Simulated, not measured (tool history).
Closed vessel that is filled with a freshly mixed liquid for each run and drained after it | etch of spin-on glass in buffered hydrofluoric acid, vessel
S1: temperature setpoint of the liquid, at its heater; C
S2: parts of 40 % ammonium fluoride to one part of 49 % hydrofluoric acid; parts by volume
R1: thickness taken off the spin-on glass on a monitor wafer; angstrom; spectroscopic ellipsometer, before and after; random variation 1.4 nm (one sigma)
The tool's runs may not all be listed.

{"run": 1, "hour": 0.0, "S1": 21.0, "S2": 20.5, "time in the liquid (s)": 90, "R1": 1225.0}
{"run": 2, "hour": 1.6, "S1": 22.5, "S2": 20.5, "time in the liquid (s)": 90, "R1": 1312.8}
{"run": 3, "hour": 6.1, "S1": 22.5, "S2": 20.5, "time in the liquid (s)": 90, "R1": 1325.8}
{"run": 4, "hour": 15.0, "S1": 23.5, "S2": 20.5, "time in the liquid (s)": 90, "R1": 1398.6}
{"run": 5, "hour": 22.6, "S1": 23.5, "S2": 26.0, "time in the liquid (s)": 90, "R1": 1210.5}
{"run": 6, "hour": 28.2, "S1": 23.5, "S2": 23.0, "time in the liquid (s)": 90, "R1": 1305.7}

Forecast run 7:
{"run": 7, "hour": 32.9, "S1": 24.5, "S2": 23.0, "time in the liquid (s)": 90, "R1": "?"}

{"run 7": {"R1": 1366.2}}
